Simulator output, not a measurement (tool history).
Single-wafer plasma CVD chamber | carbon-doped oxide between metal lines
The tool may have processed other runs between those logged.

| run | hour | heater temperature setpoint (deg C) | chamber pressure (mTorr) | RF power (W) | deposition time (s) | mean film thickness on the monitor wafer (Å) |
|---|---|---|---|---|---|---|
| 1 | 0 | 360 | 3650 | 415 | 17.7 | 748.17 |
| 2 | 6.4 | 360 | 3650 | 365 | 17.7 | 674.1 |
| 3 | 9.4 | 361 | 3610 | 365 | 17.7 | 662.14 |
| 4 | 14.9 | 362 | 3590 | 365 | 17.7 | 663.72 |
|  | 18.8 | thermocouple changed; heater temperature recalibrated |
| 5 | 18.8 | 362 | 3590 | 320 | 17.7 | 585.27 |
| 6 | 21 | 362 | 3590 | 345 | 17.7 | 620.31 |

Run 7, settings as shown, results not yet in. Your forecast:
| 7 | 25.1 | 361 | 3610 | 345 | 17.7 | ? |

{"run 7": {"mean film thickness on the monitor wafer (Å)": 630.95}}
